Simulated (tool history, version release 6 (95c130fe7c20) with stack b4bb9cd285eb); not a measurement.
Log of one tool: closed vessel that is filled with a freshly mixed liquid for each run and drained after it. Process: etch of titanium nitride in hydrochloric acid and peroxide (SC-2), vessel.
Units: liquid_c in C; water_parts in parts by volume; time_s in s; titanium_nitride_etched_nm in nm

run 1 hour=0 | liquid_c=57 water_parts=6.5 time_s=420 | titanium_nitride_etched_nm=18.664
run 2 hour=1.5 | liquid_c=55.5 water_parts=6.5 time_s=420 | titanium_nitride_etched_nm=16.933
run 3 hour=9.9 | liquid_c=54 water_parts=6.5 time_s=420 | titanium_nitride_etched_nm=15.287
run 4 hour=16.8 | liquid_c=52.5 water_parts=6.5 time_s=420 | titanium_nitride_etched_nm=13.924
run 5 hour=25.8 | liquid_c=51.5 water_parts=6.5 time_s=420 | titanium_nitride_etched_nm=12.929
run 6 hour=29.9 | liquid_c=54 water_parts=6.5 time_s=420 | titanium_nitride_etched_nm=15.219
run 7 hour=35.8 | liquid_c=52.5 water_parts=6.5 time_s=420 | titanium_nitride_etched_nm=13.916
run 8 hour=43.7 | liquid_c=52.5 water_parts=6.5 time_s=420 | titanium_nitride_etched_nm=13.862
run 9 hour=53 | liquid_c=51.5 water_parts=6.5 time_s=420 | titanium_nitride_etched_nm=12.939
run 10 hour=60.7 | liquid_c=50.5 water_parts=6.5 time_s=420 | titanium_nitride_etched_nm=12.128
run 11 hour=66.5 | liquid_c=49.5 water_parts=6.5 time_s=420 | titanium_nitride_etched_nm=11.399
run 12 hour=74.4 | liquid_c=48.5 water_parts=6.5 time_s=420 | titanium_nitride_etched_nm=10.635
run 13 hour=81.8 | liquid_c=47.5 water_parts=6.5 time_s=420 | titanium_nitride_etched_nm=9.9982
run 14 hour=87.8 | liquid_c=47 water_parts=6.5 time_s=420 | titanium_nitride_etched_nm=9.6725
run 15 hour=95.7 | liquid_c=46.5 water_parts=6.5 time_s=420 | titanium_nitride_etched_nm=9.2715
run 16 hour=98.6 | liquid_c=46 water_parts=6.5 time_s=420 | titanium_nitride_etched_nm=8.9784

Run 17 comes next. What will it give?
run 17 hour=101.5 | liquid_c=41 water_parts=7.5 time_s=420 | titanium_nitride_etched_nm=?

{"run 17": {"titanium_nitride_etched_nm": 5.7306}}
